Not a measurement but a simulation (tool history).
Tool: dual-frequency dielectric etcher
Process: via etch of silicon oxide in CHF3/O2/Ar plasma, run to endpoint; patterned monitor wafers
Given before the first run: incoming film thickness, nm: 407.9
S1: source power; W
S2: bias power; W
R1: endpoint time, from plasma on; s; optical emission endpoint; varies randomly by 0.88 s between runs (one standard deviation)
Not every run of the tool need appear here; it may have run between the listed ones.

run 1 hour=0.0 | S1=790 S2=234 | R1=180.98
run 2 hour=5.6 | S1=880 S2=234 | R1=173.43
run 3 hour=7.1 | S1=1010 S2=234 | R1=163.41
run 4 hour=12.0 | S1=1010 S2=194 | R1=171.24
run 5 hour=20.7 | S1=1010 S2=208 | R1=167.08
run 6 hour=23.3 | S1=920 S2=199 | R1=176.22
run 7 hour=30.4 | S1=840 S2=188 | R1=186.49
run 8 hour=38.8 | S1=780 S2=182 | R1=193.91
run 9 hour=41.2 | S1=730 S2=179 | R1=200.79
run 10 hour=42.2 | S1=690 S2=178 | R1=207.51
run 11 hour=43.8 | S1=660 S2=177 | R1=211.47
run 12 hour=52.0 | S1=640 S2=176 | R1=213.99
run 13 hour=54.7 | S1=620 S2=175 | R1=217.80
run 14 hour=63.3 | S1=520 S2=172 | R1=236.48
run 15 hour=68.9 | S1=530 S2=172 | R1=233.77
run 16 hour=70.9 | S1=540 S2=172 | R1=233.81
run 17 hour=71.9 | S1=590 S2=174 | R1=221.88

Run 18 has not been measured yet. What should we expect?
run 18 hour=79.0 | S1=580 S2=174 | R1=?

Run 18 gave R1 225.10 s.
